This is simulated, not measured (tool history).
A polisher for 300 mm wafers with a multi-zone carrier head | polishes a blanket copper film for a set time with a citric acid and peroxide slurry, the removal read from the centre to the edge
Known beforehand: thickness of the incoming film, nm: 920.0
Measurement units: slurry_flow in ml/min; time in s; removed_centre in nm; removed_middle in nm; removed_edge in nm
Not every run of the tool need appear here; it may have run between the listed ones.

run 1 day=0.000 | slurry_flow=285 centre_zone=1.00 middle_zone=1.00 edge_zone=1.00 slurry_solids=1.00 time=31 | removed_centre=99.948 removed_middle=101.760 removed_edge=101.390
run 2 day=0.296 | slurry_flow=285 centre_zone=1.00 middle_zone=1.00 edge_zone=1.00 slurry_solids=1.15 time=31 | removed_centre=100.920 removed_middle=100.930 removed_edge=105.480
run 3 day=0.621 | slurry_flow=280 centre_zone=0.95 middle_zone=0.97 edge_zone=0.99 slurry_solids=1.10 time=30 | removed_centre=91.481 removed_middle=93.941 removed_edge=100.980
run 4 day=0.979 | slurry_flow=275 centre_zone=0.92 middle_zone=0.95 edge_zone=0.97 slurry_solids=1.00 time=30 | removed_centre=86.392 removed_middle=93.045 removed_edge=97.764
run 5 day=1.292 | slurry_flow=270 centre_zone=0.90 middle_zone=0.93 edge_zone=0.96 slurry_solids=0.95 time=30 | removed_centre=84.895 removed_middle=88.897 removed_edge=97.742
run 6 day=1.404 | slurry_flow=300 centre_zone=0.90 middle_zone=0.93 edge_zone=0.96 slurry_solids=0.95 time=30 | removed_centre=87.048 removed_middle=91.441 removed_edge=95.902
run 7 day=1.679 | slurry_flow=280 centre_zone=0.88 middle_zone=0.92 edge_zone=0.95 slurry_solids=0.90 time=30 | removed_centre=82.370 removed_middle=89.745 removed_edge=97.403

What does the tool deliver on the next run?
run 8 day=1.767 | slurry_flow=275 centre_zone=0.88 middle_zone=0.91 edge_zone=0.94 slurry_solids=0.85 time=30 | removed_centre=? removed_middle=? removed_edge=?

{"run 8": {"removed_centre": 81.377, "removed_middle": 84.762, "removed_edge": 94.366}}
